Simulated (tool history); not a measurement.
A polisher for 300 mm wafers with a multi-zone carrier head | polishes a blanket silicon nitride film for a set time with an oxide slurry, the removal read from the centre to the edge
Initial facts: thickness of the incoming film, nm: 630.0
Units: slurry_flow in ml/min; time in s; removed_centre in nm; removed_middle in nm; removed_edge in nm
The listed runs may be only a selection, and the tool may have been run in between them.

Run 1, hour 0.0: slurry_flow 260 ml/min, centre_zone 1.00, middle_zone 1.00, edge_zone 1.00, slurry_solids 1.00, time 64 s. Result: removed_centre 50.474 nm, removed_middle 52.313 nm, removed_edge 51.016 nm.
Run 2, hour 6.7: slurry_flow 260 ml/min, centre_zone 1.00, middle_zone 0.93, edge_zone 1.00, slurry_solids 1.00, time 64 s. Result: removed_centre 49.982 nm, removed_middle 47.403 nm, removed_edge 50.869 nm.
Run 3, hour 8.8: slurry_flow 260 ml/min, centre_zone 1.00, middle_zone 0.89, edge_zone 1.00, slurry_solids 1.00, time 64 s. Result: removed_centre 49.140 nm, removed_middle 45.680 nm, removed_edge 51.342 nm.
Run 4, hour 13.7: slurry_flow 260 ml/min, centre_zone 1.00, middle_zone 0.89, edge_zone 1.00, slurry_solids 1.00, time 56 s. Result: removed_centre 44.290 nm, removed_middle 39.823 nm, removed_edge 44.563 nm.
Run 5, hour 18.4: slurry_flow 265 ml/min, centre_zone 1.01, middle_zone 0.92, edge_zone 0.96, slurry_solids 0.90, time 55 s. Result: removed_centre 42.249 nm, removed_middle 38.956 nm, removed_edge 41.606 nm.
Run 6, hour 19.3: slurry_flow 265 ml/min, centre_zone 0.95, middle_zone 0.92, edge_zone 0.96, slurry_solids 0.90, time 55 s. Result: removed_centre 40.641 nm, removed_middle 40.481 nm, removed_edge 41.679 nm.
Run 7, hour 22.9: slurry_flow 270 ml/min, centre_zone 0.98, middle_zone 0.94, edge_zone 0.92, slurry_solids 0.85, time 55 s. Result: removed_centre 41.341 nm, removed_middle 39.551 nm, removed_edge 39.973 nm.
Run 8, hour 31.3: slurry_flow 270 ml/min, centre_zone 0.98, middle_zone 0.95, edge_zone 0.89, slurry_solids 0.80, time 55 s. Result: removed_centre 40.401 nm, removed_middle 38.663 nm, removed_edge 37.940 nm.

What does the tool deliver on the next run?
Run 9, hour 33.4: slurry_flow 270 ml/min, centre_zone 0.98, middle_zone 0.96, edge_zone 0.87, slurry_solids 0.80, time 55 s. Result: removed_centre ?, removed_middle ?, removed_edge ?.

removed_centre: 39.945 nm
removed_middle: 39.061 nm
removed_edge: 38.891 nm
